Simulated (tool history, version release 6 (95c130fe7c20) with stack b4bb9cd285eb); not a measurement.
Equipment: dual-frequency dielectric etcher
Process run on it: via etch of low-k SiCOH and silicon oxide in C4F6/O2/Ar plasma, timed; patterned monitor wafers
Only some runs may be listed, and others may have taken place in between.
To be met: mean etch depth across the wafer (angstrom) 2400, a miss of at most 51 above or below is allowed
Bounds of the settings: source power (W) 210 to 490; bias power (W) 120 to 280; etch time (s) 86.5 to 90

run    day  source power (W)  bias power (W)  etch time (s)  mean etch depth across the wafer (angstrom)
  1      0               350             200           86.5                                       2134.9
  2  0.171               350             200           86.5                                         2130
  3    0.2               350             200           86.5                                       2158.9
  4  0.317               360             202           86.5                                       2178.6
  5  0.542               370             203           86.5                                       2195.9
  6  0.738               370             218           86.5                                       2228.1
  7  0.983               380             220           86.5                                       2256.1
  8  1.042               390             222           86.5                                       2295.3
  9  1.404               400             223           86.5                                       2323.7
 10  1.742               400             224           86.5                                       2293.8
 11    1.9               410             226           86.5                                       2351.6

Below are 4 possible settings for the next run. Only one of them brings all results inside the allowed miss of their targets. Which is it?
  A  2.058               310             279           87.5                                            ?
  B  2.058               380             218           86.5                                            ?
  C  2.058               420             200             87                                            ?
  D  2.058               420             235             88                                            ?

move  mean etch depth across the wafer (angstrom)
   A                                       2230.6
   B                                       2257.8
   C                                       2319.7
   D                                       2423.3
A: lands further from the targets than the last run did
B: lands further from the targets than the last run did
C: lands further from the targets than the last run did
D: in spec on every target
The move that meets every target is D.
